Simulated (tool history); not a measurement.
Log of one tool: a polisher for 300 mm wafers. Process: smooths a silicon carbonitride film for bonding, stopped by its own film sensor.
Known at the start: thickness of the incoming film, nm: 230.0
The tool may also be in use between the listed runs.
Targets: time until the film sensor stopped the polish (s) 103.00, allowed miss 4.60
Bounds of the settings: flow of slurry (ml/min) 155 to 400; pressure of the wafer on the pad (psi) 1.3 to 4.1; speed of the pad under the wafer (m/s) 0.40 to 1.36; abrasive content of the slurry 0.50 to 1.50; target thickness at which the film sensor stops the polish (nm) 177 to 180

run,hour,flow of slurry (ml/min),pressure of the wafer on the pad (psi),speed of the pad under the wafer (m/s),abrasive content of the slurry,target thickness at which the film sensor stops the polish (nm),time until the film sensor stopped the polish (s)
1,0.0,255,2.7,0.88,1.00,180,132.24
2,6.1,255,2.7,0.88,1.00,180,131.99
3,14.5,255,2.7,0.88,0.85,180,146.77
4,17.1,255,2.7,0.70,0.85,180,173.56
5,18.8,255,2.9,0.70,0.85,180,167.34
6,26.9,255,2.9,0.82,0.85,180,146.98
7,30.3,255,3.1,0.82,0.85,180,137.11
8,36.2,255,3.3,0.82,0.85,180,128.17
9,37.0,255,3.4,0.82,0.85,180,122.33
10,42.8,255,3.5,0.82,0.85,180,123.64
# hour 47.4: head pressure recalibrated
11,47.4,255,3.5,0.82,0.85,180,131.30
12,52.3,255,3.6,0.84,0.85,180,123.34
13,57.3,255,3.7,0.86,0.85,180,117.80

4 next moves are on the table. One of them brings every result within its allowed miss. Which?
A,62.3,185,2.8,1.02,0.80,180,?
B,62.3,255,3.9,0.64,0.95,180,?
C,62.3,160,4.1,1.04,0.75,180,?
D,62.3,320,3.6,0.80,0.80,180,?

move,time until the film sensor stopped the polish (s)
A,146.12
B,131.30
C,105.77
D,131.84
A: further off than the last run
B: further off than the last run
C: meets every target
D: further off than the last run
Answer: C
